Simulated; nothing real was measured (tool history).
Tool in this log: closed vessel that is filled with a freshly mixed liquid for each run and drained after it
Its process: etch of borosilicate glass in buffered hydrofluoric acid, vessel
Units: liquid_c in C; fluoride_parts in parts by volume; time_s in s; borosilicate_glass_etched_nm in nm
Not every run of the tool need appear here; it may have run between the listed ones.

run	hour	liquid_c	fluoride_parts	time_s	borosilicate_glass_etched_nm
1	0	24	11	100	122.5
2	8.4	21.5	11	100	107.05
3	9.1	21.5	11	105	113.2
4	16.9	21.5	8.5	105	144.39
5	17.8	20.5	9.5	105	122.86
6	18.5	19.5	10	105	112.26
7	20.2	19	10.5	105	103.36
8	21	19	10.5	105	103.4

Estimate the outcome of run 9 from the log above:
9	27.3	18.5	11	105	?

borosilicate_glass_etched_nm: 95.076 nm
